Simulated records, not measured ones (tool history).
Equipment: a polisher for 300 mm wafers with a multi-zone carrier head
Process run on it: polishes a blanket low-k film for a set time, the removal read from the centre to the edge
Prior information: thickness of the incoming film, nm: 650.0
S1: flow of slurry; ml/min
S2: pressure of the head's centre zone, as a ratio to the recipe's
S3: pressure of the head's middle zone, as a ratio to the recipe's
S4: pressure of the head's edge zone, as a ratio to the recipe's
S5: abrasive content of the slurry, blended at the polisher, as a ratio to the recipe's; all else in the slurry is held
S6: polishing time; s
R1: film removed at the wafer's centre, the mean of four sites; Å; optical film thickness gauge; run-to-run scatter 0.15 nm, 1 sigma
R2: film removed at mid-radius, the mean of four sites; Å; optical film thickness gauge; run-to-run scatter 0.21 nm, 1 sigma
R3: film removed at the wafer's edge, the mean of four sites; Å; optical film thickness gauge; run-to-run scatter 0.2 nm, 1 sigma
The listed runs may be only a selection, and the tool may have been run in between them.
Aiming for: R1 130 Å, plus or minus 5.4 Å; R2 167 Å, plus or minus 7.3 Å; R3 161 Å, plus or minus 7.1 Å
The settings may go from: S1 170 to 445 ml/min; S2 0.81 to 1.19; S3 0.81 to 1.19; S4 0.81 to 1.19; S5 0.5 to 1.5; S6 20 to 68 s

run  hour   S1    S2    S3    S4    S5  S6      R1      R2      R3
  1     0  285     1     1     1     1  44  162.32     152  160.69
  2   4.9  280  0.95  1.03  1.01     1  44  152.98  158.51  157.84
  3  13.9  280  0.95  1.03  1.01   1.1  44  160.68  167.61  167.51
  4  15.9  345  0.95  1.03  1.01   1.1  44  161.03  166.99  175.48
  5  24.6  345  0.91  1.04  1.01  1.05  44  155.61  166.44  164.61
  6  31.6  290  0.91  1.04  1.01  1.05  44  152.26   165.6  164.29
  7  37.2  290  0.88  1.06  1.04  1.05  44   149.3  168.52   169.5
  8  43.8  290  0.86  1.08  1.05     1  44  139.08  164.43  160.03
  9  52.1  290  0.85  1.09  1.06     1  44  136.76  165.33  166.36

Which single option among these 5 for the next run brings every result within its allowed miss of target? Just one does.
  A  60.4  275  0.86  1.08  0.98     1  42   ?   ?   ?
  B  60.4  255  0.94  1.08  1.13   0.8  49   ?   ?   ?
  C  60.4  295  0.86  1.19  1.16  0.95  43   ?   ?   ?
  D  60.4  320  0.88  0.95  1.02  1.15  41   ?   ?   ?
  E  60.4  270  0.94  1.12  0.97     1  43   ?   ?   ?

move      R1      R2      R3
   A  130.47  155.59  148.21
   B  140.78  153.55  157.28
   C  130.07  168.34  160.05
   D  143.06   149.5  161.69
   E  145.85  164.03  150.75
A: the furthest-off result lands on target, but another misses its tolerance
B: the biggest miss grows against the last run
C: in spec on every target
D: the biggest miss grows against the last run
E: the biggest miss grows against the last run
Go with C: it meets all targets.
